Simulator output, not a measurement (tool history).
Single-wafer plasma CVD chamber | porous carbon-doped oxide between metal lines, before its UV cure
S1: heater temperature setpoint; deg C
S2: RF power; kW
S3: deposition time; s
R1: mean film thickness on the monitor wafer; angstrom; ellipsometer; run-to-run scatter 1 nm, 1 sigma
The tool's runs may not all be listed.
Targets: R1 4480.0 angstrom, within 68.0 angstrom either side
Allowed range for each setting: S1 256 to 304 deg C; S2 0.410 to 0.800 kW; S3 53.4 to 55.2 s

Run 1, day 0.000: S1 280 deg C, S2 0.605 kW, S3 53.4 s. Result: R1 3580.1 angstrom.
Run 2, day 0.304: S1 276 deg C, S2 0.605 kW, S3 53.4 s. Result: R1 3672.0 angstrom.
Run 3, day 0.438: S1 272 deg C, S2 0.620 kW, S3 53.4 s. Result: R1 3886.3 angstrom.
Run 4, day 0.754: S1 272 deg C, S2 0.680 kW, S3 53.4 s. Result: R1 4256.5 angstrom.
Run 5, day 1.129: S1 262 deg C, S2 0.680 kW, S3 53.4 s. Result: R1 4565.0 angstrom.
Run 6, day 1.350: S1 262 deg C, S2 0.680 kW, S3 55.2 s. Result: R1 4724.8 angstrom.
Run 7, day 1.612: S1 263 deg C, S2 0.680 kW, S3 55.2 s. Result: R1 4703.6 angstrom.
Run 8, day 1.829: S1 264 deg C, S2 0.680 kW, S3 55.2 s. Result: R1 4673.7 angstrom.
Run 9, day 1.929: S1 265 deg C, S2 0.680 kW, S3 55.2 s. Result: R1 4633.0 angstrom.
Run 10, day 2.042: S1 266 deg C, S2 0.680 kW, S3 55.2 s. Result: R1 4586.9 angstrom.
Run 11, day 2.292: S1 267 deg C, S2 0.680 kW, S3 55.2 s. Result: R1 4557.5 angstrom.

Exercise: of the 4 proposed moves below, exactly one satisfies all targets within the stated allowed misses. Which move is it?
Run A, day 2.542: S1 278 deg C, S2 0.735 kW, S3 53.4 s. Result: R1 ?.
Run B, day 2.542: S1 262 deg C, S2 0.665 kW, S3 53.4 s. Result: R1 ?.
Run C, day 2.542: S1 258 deg C, S2 0.635 kW, S3 55.2 s. Result: R1 ?.
Run D, day 2.542: S1 274 deg C, S2 0.750 kW, S3 54.8 s. Result: R1 ?.

move      R1
   A  4358.0
   B  4497.9
   C  4595.7
   D  4684.5
A: moves the result that the last run missed by most past its target, out the other side
B: hits every target within its allowed miss
C: further off than the last run
D: further off than the last run
Answer: B

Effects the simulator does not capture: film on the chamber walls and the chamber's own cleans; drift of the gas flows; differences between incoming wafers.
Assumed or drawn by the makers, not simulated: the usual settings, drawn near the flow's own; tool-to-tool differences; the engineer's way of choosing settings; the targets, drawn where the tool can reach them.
